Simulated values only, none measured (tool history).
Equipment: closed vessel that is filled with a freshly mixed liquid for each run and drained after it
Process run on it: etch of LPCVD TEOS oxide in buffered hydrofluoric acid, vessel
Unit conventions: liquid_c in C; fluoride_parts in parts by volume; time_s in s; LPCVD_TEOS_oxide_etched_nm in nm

| run | hour | liquid_c | fluoride_parts | time_s | LPCVD_TEOS_oxide_etched_nm |
|---|---|---|---|---|---|
| 1 | 0 | 21 | 22.5 | 95 | 94.721 |
| 2 | 6 | 21 | 19 | 95 | 105.87 |
| 3 | 7.5 | 21 | 19 | 95 | 107.33 |
| 4 | 15.1 | 20 | 20.5 | 95 | 93.962 |
| 5 | 22.3 | 19.5 | 21 | 95 | 91.03 |
| 6 | 24.3 | 19 | 22 | 95 | 86.176 |
| 7 | 31.9 | 18.5 | 23 | 95 | 78.772 |
| 8 | 39.5 | 18 | 23.5 | 95 | 76.551 |
| 9 | 42.2 | 18 | 24 | 95 | 76.332 |

Run 10 has not been measured yet. What should we expect?
| 10 | 44.2 | 18 | 24.5 | 95 | ? |

Run 10 yielded LPCVD_TEOS_oxide_etched_nm 74.684 nm.

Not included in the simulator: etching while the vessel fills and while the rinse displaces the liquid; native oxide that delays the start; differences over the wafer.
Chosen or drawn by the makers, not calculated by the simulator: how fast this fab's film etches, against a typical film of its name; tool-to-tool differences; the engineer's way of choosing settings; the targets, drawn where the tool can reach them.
